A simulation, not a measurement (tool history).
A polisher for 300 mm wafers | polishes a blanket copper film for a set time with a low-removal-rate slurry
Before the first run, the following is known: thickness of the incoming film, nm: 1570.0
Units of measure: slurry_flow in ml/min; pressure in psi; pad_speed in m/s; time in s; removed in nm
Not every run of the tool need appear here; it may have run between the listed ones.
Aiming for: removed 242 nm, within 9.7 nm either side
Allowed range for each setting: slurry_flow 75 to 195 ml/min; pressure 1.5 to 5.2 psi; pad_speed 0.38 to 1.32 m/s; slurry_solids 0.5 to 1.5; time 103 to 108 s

run	day	slurry_flow	pressure	pad_speed	slurry_solids	time	removed
1	0	125	3.3	0.84	1	103	296.91
2	0.062	125	3.3	0.84	1.05	103	300.17
3	0.217	155	3.3	0.84	1.05	103	308.51
4	0.429	155	3.1	0.84	1.05	103	290.73
5	0.688	155	2.9	0.84	1.05	103	273.24
6	0.733	155	2.9	0.84	1.05	103	271.33
7	0.804	155	2.8	0.84	1.05	103	261.61
8	0.896	155	2.7	0.84	1.05	103	254.24

Of the 4 settings listed for the next run, only one would bring every result within its allowed miss of target. Which one?
A	0.988	155	2.5	0.86	1.1	103	?
B	0.988	140	3	0.8	1	108	?
C	0.988	135	3	0.86	0.75	107	?
D	0.988	125	2.5	0.94	1.1	103	?

move	removed
A	244.78
B	274.03
C	268.02
D	258.28
A: every result lands within tolerance
B: moves away from the targets compared with the last run
C: moves away from the targets compared with the last run
D: moves away from the targets compared with the last run
Move A is the one to make.
